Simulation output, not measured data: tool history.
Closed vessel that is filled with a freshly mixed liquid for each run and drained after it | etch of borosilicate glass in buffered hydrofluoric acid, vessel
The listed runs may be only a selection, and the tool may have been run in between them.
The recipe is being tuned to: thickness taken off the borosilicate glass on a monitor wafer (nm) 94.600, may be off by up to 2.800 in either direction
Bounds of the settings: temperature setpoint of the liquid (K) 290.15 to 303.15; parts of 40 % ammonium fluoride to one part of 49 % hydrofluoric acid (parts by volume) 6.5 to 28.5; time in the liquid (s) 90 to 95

run    day  temperature setpoint of the liquid (K)  parts of 40 % ammonium fluoride to one part of 49 % hydrofluoric acid (parts by volume)  time in the liquid (s)  thickness taken off the borosilicate glass on a monitor wafer (nm)
  1  0.000                                  295.15                                                                                     17.5                      90                                                              60.902
  2  0.167                                  295.15                                                                                     17.5                      90                                                              60.418
  3  0.408                                  297.15                                                                                     17.5                      90                                                              67.312
  4  0.429                                  298.65                                                                                     17.5                      90                                                              72.338
  5  0.496                                  298.65                                                                                     19.5                      90                                                              65.708
  6  0.588                                  296.65                                                                                     19.5                      90                                                              58.456
  7  0.804                                  298.15                                                                                     19.0                      90                                                              64.821
  8  1.146                                  299.15                                                                                     18.5                      90                                                              70.663
  9  1.221                                  300.15                                                                                     18.0                      90                                                              76.364
 10  1.596                                  300.65                                                                                     17.5                      90                                                              80.336
 11  1.812                                  301.15                                                                                     17.5                      90                                                              83.225

Pick the move, out of 5, that brings all results within their allowed miss; only one does.
  A  2.029                                  300.15                                                                                     19.0                      90                                                                   ?
  B  2.029                                  302.15                                                                                     16.0                      90                                                                   ?
  C  2.029                                  302.65                                                                                     23.0                      90                                                                   ?
  D  2.029                                  301.65                                                                                     18.5                      90                                                                   ?
  E  2.029                                  300.65                                                                                     21.5                      90                                                                   ?

move  thickness taken off the borosilicate glass on a monitor wafer (nm)
   A                                                              72.306
   B                                                              95.190
   C                                                              71.191
   D                                                              80.340
   E                                                              67.132
A: misses by more than the last run did
B: all results land within tolerance of their targets
C: misses by more than the last run did
D: misses by more than the last run did
E: misses by more than the last run did
B meets every target.
